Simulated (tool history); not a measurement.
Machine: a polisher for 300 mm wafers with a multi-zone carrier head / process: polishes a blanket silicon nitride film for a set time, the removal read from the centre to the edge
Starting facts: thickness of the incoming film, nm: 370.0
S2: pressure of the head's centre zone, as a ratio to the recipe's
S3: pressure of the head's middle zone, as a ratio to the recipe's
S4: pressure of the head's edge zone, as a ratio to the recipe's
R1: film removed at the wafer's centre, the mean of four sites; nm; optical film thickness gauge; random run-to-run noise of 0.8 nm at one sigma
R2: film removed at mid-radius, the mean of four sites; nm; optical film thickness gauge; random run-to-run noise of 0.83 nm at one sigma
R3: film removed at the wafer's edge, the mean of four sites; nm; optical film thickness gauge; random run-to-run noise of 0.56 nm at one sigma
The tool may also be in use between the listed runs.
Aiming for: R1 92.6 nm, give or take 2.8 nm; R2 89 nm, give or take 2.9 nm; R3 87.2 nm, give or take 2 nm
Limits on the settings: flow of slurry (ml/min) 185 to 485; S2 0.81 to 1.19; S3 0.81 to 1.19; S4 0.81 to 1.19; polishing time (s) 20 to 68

{"run": 1, "hour": 0.0, "flow of slurry (ml/min)": 310, "S2": 1, "S3": 1, "S4": 1, "polishing time (s)": 44, "R1": 108.33, "R2": 110.99, "R3": 110.54}
{"run": 2, "hour": 8.1, "flow of slurry (ml/min)": 310, "S2": 0.97, "S3": 1, "S4": 1, "polishing time (s)": 44, "R1": 105.22, "R2": 110.71, "R3": 109.2}
{"run": 3, "hour": 17.0, "flow of slurry (ml/min)": 310, "S2": 0.97, "S3": 0.95, "S4": 1, "polishing time (s)": 44, "R1": 106.41, "R2": 105.74, "R3": 110.48}
{"run": 4, "hour": 18.6, "flow of slurry (ml/min)": 310, "S2": 0.97, "S3": 1.03, "S4": 1, "polishing time (s)": 44, "R1": 103.21, "R2": 112.77, "R3": 108.46}
{"run": 5, "hour": 21.2, "flow of slurry (ml/min)": 305, "S2": 0.97, "S3": 1.01, "S4": 0.96, "polishing time (s)": 42, "R1": 101.25, "R2": 105.29, "R3": 102.58}
{"run": 6, "hour": 26.8, "flow of slurry (ml/min)": 345, "S2": 0.97, "S3": 1.01, "S4": 0.96, "polishing time (s)": 42, "R1": 101.05, "R2": 107.11, "R3": 104.34}
{"run": 7, "hour": 33.8, "flow of slurry (ml/min)": 345, "S2": 0.97, "S3": 1.01, "S4": 0.96, "polishing time (s)": 42, "R1": 101.19, "R2": 107.05, "R3": 102.79}
{"run": 8, "hour": 41.2, "flow of slurry (ml/min)": 340, "S2": 0.97, "S3": 0.99, "S4": 0.93, "polishing time (s)": 41, "R1": 99.121, "R2": 103.83, "R3": 98.706}
{"run": 9, "hour": 48.7, "flow of slurry (ml/min)": 330, "S2": 0.96, "S3": 0.96, "S4": 0.9, "polishing time (s)": 41, "R1": 97.558, "R2": 98.792, "R3": 97.358}
{"run": 10, "hour": 51.9, "flow of slurry (ml/min)": 320, "S2": 0.96, "S3": 0.95, "S4": 0.88, "polishing time (s)": 41, "R1": 96.704, "R2": 99.003, "R3": 96.149}
{"run": 11, "hour": 52.8, "flow of slurry (ml/min)": 315, "S2": 0.97, "S3": 0.94, "S4": 0.86, "polishing time (s)": 40, "R1": 96.749, "R2": 95.663, "R3": 93.994}
{"run": 12, "hour": 55.9, "flow of slurry (ml/min)": 315, "S2": 0.97, "S3": 0.94, "S4": 0.85, "polishing time (s)": 39, "R1": 93.733, "R2": 91.789, "R3": 90.126}

4 next moves are on the table. One of them brings every result within its allowed miss. Which?
{"run": "A", "hour": 59.0, "flow of slurry (ml/min)": 345, "S2": 0.96, "S3": 0.91, "S4": 0.87, "polishing time (s)": 40, "R1": "?", "R2": "?", "R3": "?"}
{"run": "B", "hour": 59.0, "flow of slurry (ml/min)": 435, "S2": 0.96, "S3": 0.89, "S4": 0.81, "polishing time (s)": 38, "R1": "?", "R2": "?", "R3": "?"}
{"run": "C", "hour": 59.0, "flow of slurry (ml/min)": 385, "S2": 0.96, "S3": 0.97, "S4": 0.99, "polishing time (s)": 37, "R1": "?", "R2": "?", "R3": "?"}
{"run": "D", "hour": 59.0, "flow of slurry (ml/min)": 305, "S2": 0.97, "S3": 1.04, "S4": 0.91, "polishing time (s)": 39, "R1": "?", "R2": "?", "R3": "?"}

move=A R1=96.772 R2=93.042 R3=94.039
move=B R1=93.812 R2=88.398 R3=87.813
move=C R1=90.481 R2=91.618 R3=92.974
move=D R1=94.141 R2=100.27 R3=92.574
A: further off than the last run
B: all results in spec
C: further off than the last run
D: further off than the last run
B meets every target.
